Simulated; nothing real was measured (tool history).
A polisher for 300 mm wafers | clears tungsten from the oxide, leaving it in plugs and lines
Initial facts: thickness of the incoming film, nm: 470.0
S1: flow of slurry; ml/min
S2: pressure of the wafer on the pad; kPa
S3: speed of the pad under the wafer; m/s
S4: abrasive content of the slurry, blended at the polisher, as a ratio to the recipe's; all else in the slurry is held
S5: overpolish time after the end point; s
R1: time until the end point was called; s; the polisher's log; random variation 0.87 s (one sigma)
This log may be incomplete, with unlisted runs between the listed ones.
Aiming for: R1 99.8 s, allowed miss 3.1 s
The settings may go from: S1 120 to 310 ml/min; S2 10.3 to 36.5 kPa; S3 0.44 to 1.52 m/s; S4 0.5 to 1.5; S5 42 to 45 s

Run 1, hour 0: S1 200 ml/min, S2 23.4 kPa, S3 0.98 m/s, S4 1, S5 42 s. Result: R1 113.44 s.
Run 2, hour 5.5: S1 205 ml/min, S2 24.1 kPa, S3 0.98 m/s, S4 1, S5 42 s. Result: R1 111.19 s.
Run 3, hour 12.5: S1 205 ml/min, S2 24.1 kPa, S3 1.18 m/s, S4 1, S5 42 s. Result: R1 93.719 s.
Run 4, hour 16: S1 205 ml/min, S2 24.1 kPa, S3 1.02 m/s, S4 1, S5 42 s. Result: R1 106.04 s.
Run 5, hour 24.6: S1 185 ml/min, S2 24.1 kPa, S3 1.02 m/s, S4 1, S5 42 s. Result: R1 107.25 s.
Run 6, hour 33.1: S1 185 ml/min, S2 24.1 kPa, S3 1.22 m/s, S4 1, S5 42 s. Result: R1 89.475 s.
Run 7, hour 41.9: S1 185 ml/min, S2 23.4 kPa, S3 1.22 m/s, S4 1, S5 42 s. Result: R1 93.937 s.
Run 8, hour 49.4: S1 185 ml/min, S2 22.8 kPa, S3 1.22 m/s, S4 1, S5 42 s. Result: R1 95.763 s.

4 candidate next runs follow, results not yet known. Just one meets every target within its allowed miss. Identify it.
Run A, hour 56.9: S1 235 ml/min, S2 22.1 kPa, S3 1.14 m/s, S4 1.4, S5 42 s. Result: R1 ?.
Run B, hour 56.9: S1 155 ml/min, S2 20 kPa, S3 1.36 m/s, S4 0.95, S5 42 s. Result: R1 ?.
Run C, hour 56.9: S1 195 ml/min, S2 19.3 kPa, S3 1.2 m/s, S4 1.1, S5 42 s. Result: R1 ?.
Run D, hour 56.9: S1 155 ml/min, S2 22.8 kPa, S3 1.14 m/s, S4 0.9, S5 42 s. Result: R1 ?.

move      R1
   A  92.924
   B  100.75
   C  109.08
   D   108.1
A: the biggest miss grows against the last run
B: every result within its allowed miss
C: takes the result that was furthest off past its target
D: takes the result that was furthest off past its target
B is the move that brings every result within its allowed miss.
